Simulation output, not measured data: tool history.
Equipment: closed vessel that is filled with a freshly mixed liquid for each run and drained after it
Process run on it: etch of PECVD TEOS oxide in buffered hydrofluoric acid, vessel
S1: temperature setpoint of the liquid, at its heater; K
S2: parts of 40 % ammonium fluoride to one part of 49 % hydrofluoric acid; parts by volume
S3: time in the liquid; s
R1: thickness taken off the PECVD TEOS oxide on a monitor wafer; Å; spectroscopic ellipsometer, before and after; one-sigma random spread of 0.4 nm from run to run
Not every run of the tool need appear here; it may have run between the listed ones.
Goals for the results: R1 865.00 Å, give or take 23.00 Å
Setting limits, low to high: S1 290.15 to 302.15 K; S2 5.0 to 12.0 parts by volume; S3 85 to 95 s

run	hour	S1	S2	S3	R1
1	0.0	294.15	7.0	85	1697.50
2	1.4	294.15	8.0	85	1506.30
3	8.1	293.65	8.5	85	1375.20
4	11.4	293.15	9.0	85	1261.50
5	17.8	292.65	9.5	85	1149.30
6	23.0	292.65	10.5	85	1056.10
7	30.6	292.15	10.5	85	1030.60
8	33.7	291.65	10.5	85	1000.60
9	34.3	291.15	10.5	85	972.63
10	42.9	290.65	11.0	85	919.68
11	45.1	290.15	11.0	85	900.77

Which one of the following 5 next-run settings gets every result inside its allowed miss? There is exactly one.
A	47.3	290.15	10.5	85	?
B	47.3	290.15	10.0	85	?
C	47.3	292.15	11.5	85	?
D	47.3	290.15	11.5	85	?
E	47.3	290.15	10.5	90	?

move	R1
A	917.59
B	946.21
C	954.71
D	852.27
E	971.57
A: the biggest miss grows against the last run
B: the biggest miss grows against the last run
C: the biggest miss grows against the last run
D: hits every target within its allowed miss
E: the biggest miss grows against the last run
Move D is the one to make.
